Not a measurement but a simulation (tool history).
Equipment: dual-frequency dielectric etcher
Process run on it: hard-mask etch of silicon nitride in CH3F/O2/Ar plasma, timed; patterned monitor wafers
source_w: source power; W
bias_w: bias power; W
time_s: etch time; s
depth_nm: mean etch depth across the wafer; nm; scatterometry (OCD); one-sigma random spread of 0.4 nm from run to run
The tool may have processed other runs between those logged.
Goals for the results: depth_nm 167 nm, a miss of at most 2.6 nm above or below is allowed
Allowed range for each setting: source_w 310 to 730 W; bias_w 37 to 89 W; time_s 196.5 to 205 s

{"run": 1, "day": 0.0, "source_w": 520, "bias_w": 63, "time_s": 196.5, "depth_nm": 151.22}
{"run": 2, "day": 0.267, "source_w": 540, "bias_w": 63, "time_s": 196.5, "depth_nm": 154.17}
{"run": 3, "day": 0.296, "source_w": 480, "bias_w": 63, "time_s": 196.5, "depth_nm": 144.23}
{"run": 4, "day": 0.442, "source_w": 480, "bias_w": 71, "time_s": 196.5, "depth_nm": 149.04}
{"run": 5, "day": 0.596, "source_w": 500, "bias_w": 71, "time_s": 196.5, "depth_nm": 153.84}
{"run": 6, "day": 0.671, "source_w": 510, "bias_w": 71, "time_s": 196.5, "depth_nm": 155.89}
{"run": 7, "day": 0.762, "source_w": 520, "bias_w": 71, "time_s": 196.5, "depth_nm": 157.02}
{"run": 8, "day": 1.117, "source_w": 520, "bias_w": 71, "time_s": 196.5, "depth_nm": 157.45}
{"run": 9, "day": 1.333, "source_w": 530, "bias_w": 71, "time_s": 196.5, "depth_nm": 158.37}

5 candidate next runs follow, results not yet known. Just one meets every target within its allowed miss. Identify it.
{"run": "A", "day": 1.55, "source_w": 550, "bias_w": 76, "time_s": 205, "depth_nm": "?"}
{"run": "B", "day": 1.55, "source_w": 550, "bias_w": 78, "time_s": 196.5, "depth_nm": "?"}
{"run": "C", "day": 1.55, "source_w": 520, "bias_w": 75, "time_s": 196.5, "depth_nm": "?"}
{"run": "D", "day": 1.55, "source_w": 510, "bias_w": 70, "time_s": 201.5, "depth_nm": "?"}
{"run": "E", "day": 1.55, "source_w": 530, "bias_w": 68, "time_s": 201.5, "depth_nm": "?"}

move=A depth_nm=173.3
move=B depth_nm=167.65
move=C depth_nm=159.92
move=D depth_nm=158.14
move=E depth_nm=160.23
A: takes the biggest miss from the last run beyond its target
B: in spec on every target
C: better than the last run, though not everything is in spec
D: no better and no worse than the last run
E: better than the last run, though not everything is in spec
B meets every target.

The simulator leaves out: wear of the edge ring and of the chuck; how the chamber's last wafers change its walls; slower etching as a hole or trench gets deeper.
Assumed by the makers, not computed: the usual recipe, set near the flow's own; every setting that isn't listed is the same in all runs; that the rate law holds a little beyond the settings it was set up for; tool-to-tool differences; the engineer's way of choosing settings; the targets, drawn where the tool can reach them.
